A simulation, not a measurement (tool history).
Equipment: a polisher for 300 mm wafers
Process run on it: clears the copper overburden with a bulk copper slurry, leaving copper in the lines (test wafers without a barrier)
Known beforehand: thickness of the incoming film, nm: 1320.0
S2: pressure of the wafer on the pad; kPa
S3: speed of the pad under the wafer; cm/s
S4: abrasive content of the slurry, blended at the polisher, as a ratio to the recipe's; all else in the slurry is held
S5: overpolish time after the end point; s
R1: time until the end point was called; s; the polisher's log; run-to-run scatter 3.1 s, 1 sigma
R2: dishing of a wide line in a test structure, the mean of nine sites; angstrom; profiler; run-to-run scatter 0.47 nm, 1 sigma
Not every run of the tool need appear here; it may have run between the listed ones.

run 1 hour=0 | flow_of_slurry_(ml/min)=120 S2=21.4 S3=124 S4=1 S5=17 | R1=121.16 R2=793.11
run 2 hour=6.9 | flow_of_slurry_(ml/min)=120 S2=23.4 S3=124 S4=1 S5=17 | R1=113.64 R2=819.97
run 3 hour=9.2 | flow_of_slurry_(ml/min)=120 S2=23.4 S3=144 S4=1 S5=17 | R1=100.22 R2=879.23
run 4 hour=17 | flow_of_slurry_(ml/min)=110 S2=20 S3=138 S4=0.9 S5=14 | R1=127.08 R2=662.21
run 5 hour=18 | flow_of_slurry_(ml/min)=100 S2=17.2 S3=140 S4=0.8 S5=12 | R1=146.93 R2=536.26
run 6 hour=23.4 | flow_of_slurry_(ml/min)=95 S2=15.2 S3=140 S4=0.75 S5=10 | R1=172.27 R2=417.18
run 7 hour=28.4 | flow_of_slurry_(ml/min)=90 S2=13.8 S3=144 S4=0.7 S5=9 | R1=188.2 R2=346.99
run 8 hour=37.2 | flow_of_slurry_(ml/min)=85 S2=13.1 S3=150 S4=0.65 S5=8 | R1=194 R2=310.43
run 9 hour=41.2 | flow_of_slurry_(ml/min)=80 S2=12.4 S3=154 S4=0.6 S5=7 | R1=201.87 R2=269.91
run 10 hour=42.6 | flow_of_slurry_(ml/min)=80 S2=11.7 S3=156 S4=0.6 S5=7 | R1=207.72 R2=256.64
run 11 hour=44.8 | flow_of_slurry_(ml/min)=80 S2=11.7 S3=158 S4=0.6 S5=7 | R1=208 R2=256.34
run 12 hour=47.7 | flow_of_slurry_(ml/min)=80 S2=11.7 S3=160 S4=0.6 S5=7 | R1=209.21 R2=271.91

Predict the results of run 13:
run 13 hour=55.8 | flow_of_slurry_(ml/min)=80 S2=11.7 S3=160 S4=0.6 S5=7 | R1=? R2=?

Run 13 measured R1 212.46 s, R2 255.48 angstrom.
